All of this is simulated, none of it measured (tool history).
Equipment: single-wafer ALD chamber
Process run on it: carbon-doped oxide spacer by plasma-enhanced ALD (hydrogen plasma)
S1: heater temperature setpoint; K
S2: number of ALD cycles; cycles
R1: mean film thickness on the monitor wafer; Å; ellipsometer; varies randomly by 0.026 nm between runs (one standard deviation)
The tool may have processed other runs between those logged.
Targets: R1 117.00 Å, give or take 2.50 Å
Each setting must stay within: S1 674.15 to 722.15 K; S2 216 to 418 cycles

Run 1, day 0.000: S1 698.15 K, S2 317 cycles. Result: R1 146.55 Å.
Run 2, day 0.308: S1 702.15 K, S2 298 cycles. Result: R1 135.99 Å.
Run 3, day 0.358: S1 705.15 K, S2 286 cycles. Result: R1 129.72 Å.
Run 4, day 0.496: S1 708.15 K, S2 278 cycles. Result: R1 125.14 Å.
Run 5, day 0.862: S1 703.15 K, S2 278 cycles. Result: R1 127.19 Å.
Run 6, day 1.233: S1 706.15 K, S2 272 cycles. Result: R1 123.36 Å.
Run 7, day 1.446: S1 708.15 K, S2 269 cycles. Result: R1 120.77 Å.
Run 8, day 1.579: S1 708.15 K, S2 269 cycles. Result: R1 120.63 Å.
Run 9, day 1.808: S1 709.15 K, S2 268 cycles. Result: R1 120.05 Å.

Next run, 5 choices. One meets every target within its allowed miss, the rest don't. Which?
Run A, day 2.038: S1 709.15 K, S2 273 cycles. Result: R1 ?.
Run B, day 2.038: S1 699.15 K, S2 272 cycles. Result: R1 ?.
Run C, day 2.038: S1 705.15 K, S2 274 cycles. Result: R1 ?.
Run D, day 2.038: S1 708.15 K, S2 260 cycles. Result: R1 ?.
Run E, day 2.038: S1 707.15 K, S2 270 cycles. Result: R1 ?.

move      R1
   A  122.35
   B  125.49
   C  124.24
   D  116.86
   E  121.72
A: the biggest miss grows against the last run
B: the biggest miss grows against the last run
C: the biggest miss grows against the last run
D: all results in spec
E: the biggest miss grows against the last run
Correct choice: D, which meets every target
